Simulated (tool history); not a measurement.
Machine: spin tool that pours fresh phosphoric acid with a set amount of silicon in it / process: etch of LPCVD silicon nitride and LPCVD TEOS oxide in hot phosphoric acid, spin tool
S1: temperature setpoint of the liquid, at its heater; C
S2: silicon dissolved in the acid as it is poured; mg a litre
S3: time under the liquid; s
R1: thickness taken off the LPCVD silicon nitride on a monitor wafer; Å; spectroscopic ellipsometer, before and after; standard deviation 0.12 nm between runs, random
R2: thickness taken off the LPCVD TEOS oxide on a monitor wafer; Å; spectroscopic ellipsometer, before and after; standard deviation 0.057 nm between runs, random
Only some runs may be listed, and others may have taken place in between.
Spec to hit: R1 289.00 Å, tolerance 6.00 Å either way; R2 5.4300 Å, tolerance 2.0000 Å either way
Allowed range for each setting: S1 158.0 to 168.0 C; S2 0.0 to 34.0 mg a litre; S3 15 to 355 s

run 1 hour=0.0 | S1=163.0 S2=15.0 S3=180 | R1=163.96 R2=3.9832
run 2 hour=5.9 | S1=163.0 S2=11.0 S3=180 | R1=165.04 R2=3.5378
run 3 hour=10.5 | S1=163.0 S2=11.0 S3=225 | R1=207.15 R2=5.1754
run 4 hour=18.3 | S1=164.5 S2=11.0 S3=225 | R1=215.47 R2=5.3777
run 5 hour=25.4 | S1=165.0 S2=14.5 S3=240 | R1=234.42 R2=4.1562
run 6 hour=26.3 | S1=165.5 S2=13.0 S3=250 | R1=248.28 R2=5.6250
run 7 hour=32.5 | S1=166.0 S2=14.5 S3=260 | R1=264.13 R2=6.1744
run 8 hour=38.8 | S1=166.0 S2=17.0 S3=265 | R1=266.40 R2=5.3540
run 9 hour=42.1 | S1=166.5 S2=17.5 S3=270 | R1=276.44 R2=6.4625

Consider the 4 candidate settings below. Which is the only one whose results all fall within their allowed miss of target?
run A hour=45.4 | S1=166.0 S2=22.0 S3=285 | R1=? R2=?
run B hour=45.4 | S1=163.0 S2=20.5 S3=300 | R1=? R2=?
run C hour=45.4 | S1=165.0 S2=29.5 S3=270 | R1=? R2=?
run D hour=45.4 | S1=166.0 S2=17.0 S3=265 | R1=? R2=?

move=A R1=289.67 R2=5.5475
move=B R1=276.26 R2=4.9104
move=C R1=265.58 R2=3.7780
move=D R1=269.34 R2=5.9398
A: in spec on every target
B: as far off as the last run
C: misses by more than the last run did
D: misses by more than the last run did
A is the move that brings every result within its allowed miss.
